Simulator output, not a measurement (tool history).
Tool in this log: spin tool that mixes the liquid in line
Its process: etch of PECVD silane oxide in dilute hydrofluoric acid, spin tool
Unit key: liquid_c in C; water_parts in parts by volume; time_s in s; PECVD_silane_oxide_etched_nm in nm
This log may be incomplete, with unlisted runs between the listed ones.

Run 1, hour 0: liquid_c 26 C, water_parts 140 parts by volume, time_s 95 s. Result: PECVD_silane_oxide_etched_nm 16.771 nm.
Run 2, hour 1.7: liquid_c 26 C, water_parts 100 parts by volume, time_s 95 s. Result: PECVD_silane_oxide_etched_nm 24.411 nm.
Run 3, hour 10.1: liquid_c 24.5 C, water_parts 100 parts by volume, time_s 95 s. Result: PECVD_silane_oxide_etched_nm 23.08 nm.
Run 4, hour 17: liquid_c 24.5 C, water_parts 100 parts by volume, time_s 95 s. Result: PECVD_silane_oxide_etched_nm 23.036 nm.
Run 5, hour 19.8: liquid_c 24.5 C, water_parts 100 parts by volume, time_s 100 s. Result: PECVD_silane_oxide_etched_nm 24.535 nm.
Run 6, hour 24.1: liquid_c 23 C, water_parts 100 parts by volume, time_s 100 s. Result: PECVD_silane_oxide_etched_nm 22.462 nm.

Expected results for the next run?
Run 7, hour 32.9: liquid_c 24.5 C, water_parts 100 parts by volume, time_s 100 s. Result: PECVD_silane_oxide_etched_nm ?.

Run 7 came out at PECVD_silane_oxide_etched_nm 24.269 nm.
